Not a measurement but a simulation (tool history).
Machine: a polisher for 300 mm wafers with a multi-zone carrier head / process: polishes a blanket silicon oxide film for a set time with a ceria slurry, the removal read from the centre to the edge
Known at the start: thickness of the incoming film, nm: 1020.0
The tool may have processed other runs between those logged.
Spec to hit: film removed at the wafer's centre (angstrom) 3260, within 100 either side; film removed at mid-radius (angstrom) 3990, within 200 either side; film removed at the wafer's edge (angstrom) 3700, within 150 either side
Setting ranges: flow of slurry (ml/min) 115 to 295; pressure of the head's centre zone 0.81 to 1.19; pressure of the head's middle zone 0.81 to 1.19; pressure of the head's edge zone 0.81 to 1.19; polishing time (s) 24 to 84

run,hour,flow of slurry (ml/min),pressure of the head's centre zone,pressure of the head's middle zone,pressure of the head's edge zone,polishing time (s),film removed at the wafer's centre (angstrom),film removed at mid-radius (angstrom),film removed at the wafer's edge (angstrom)
1,0,190,1,1,1,54,3600.7,3687.1,3826.3
2,4.6,190,1,1,1,46,3121.1,3140.6,3212.3
3,8.4,235,1,1,1,46,3291.1,3245.9,3363.1
4,14.9,195,1,1,1,46,3111.8,3093.3,3244.9
# hour 20.7: edge zone pressure recalibrated
5,20.7,205,0.99,1.03,1.01,46,3135.9,3217.9,3209.9
6,26.8,210,0.97,1.04,1.02,47,3144.5,3406,3306.5
7,34.5,215,0.96,1.04,1.03,48,3222.9,3539.6,3345.3
8,38.6,215,0.94,1.03,1.04,49,3205.6,3477.9,3483.2
9,44.1,215,0.93,1.04,1.05,50,3232.8,3672.9,3437.9
10,46.4,220,0.85,1.01,1.12,55,3294.7,3923.1,4021

Which of these 4 next moves meets every target?
A,48.7,225,0.94,1.19,0.97,49,?,?,?
B,48.7,185,0.81,0.97,1.17,61,?,?,?
C,48.7,215,0.91,1.12,1.08,52,?,?,?
D,48.7,175,0.81,0.97,1.15,62,?,?,?

move,film removed at the wafer's centre (angstrom),film removed at mid-radius (angstrom),film removed at the wafer's edge (angstrom)
A,3261.3,4026.5,3345
B,3379,4093,4478.6
C,3325.2,4030.5,3722.5
D,3399.1,4121.9,4482
A: takes the result that was furthest off past its target
B: the biggest miss grows against the last run
C: all results land within tolerance of their targets
D: the biggest miss grows against the last run
C meets every target.
